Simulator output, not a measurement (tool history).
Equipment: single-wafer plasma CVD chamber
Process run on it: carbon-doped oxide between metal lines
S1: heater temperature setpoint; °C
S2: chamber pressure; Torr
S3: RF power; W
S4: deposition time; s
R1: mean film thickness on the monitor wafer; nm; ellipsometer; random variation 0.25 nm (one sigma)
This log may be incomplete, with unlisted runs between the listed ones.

Run 1, hour 0: S1 345 °C, S2 4.63 Torr, S3 630 W, S4 16.6 s. Result: R1 91.472 nm.
Run 2, hour 3.3: S1 345 °C, S2 4.63 Torr, S3 630 W, S4 15.8 s. Result: R1 87.637 nm.
Run 3, hour 8: S1 345 °C, S2 4.63 Torr, S3 630 W, S4 16.6 s. Result: R1 91.633 nm.
Run 4, hour 11.1: S1 345 °C, S2 4.63 Torr, S3 595 W, S4 16.6 s. Result: R1 87.923 nm.
Run 5, hour 13.5: S1 348 °C, S2 4.55 Torr, S3 595 W, S4 16.6 s. Result: R1 86.904 nm.
Run 6, hour 21.6: S1 350 °C, S2 4.51 Torr, S3 595 W, S4 16.6 s. Result: R1 86.245 nm.
Run 7, hour 27.6: S1 352 °C, S2 4.48 Torr, S3 595 W, S4 16.6 s. Result: R1 86 nm.

For run 8, what comes out?
Run 8, hour 31.9: S1 352 °C, S2 4.48 Torr, S3 595 W, S4 16.6 s. Result: R1 ?.

Run 8 came out at R1 85.928 nm.

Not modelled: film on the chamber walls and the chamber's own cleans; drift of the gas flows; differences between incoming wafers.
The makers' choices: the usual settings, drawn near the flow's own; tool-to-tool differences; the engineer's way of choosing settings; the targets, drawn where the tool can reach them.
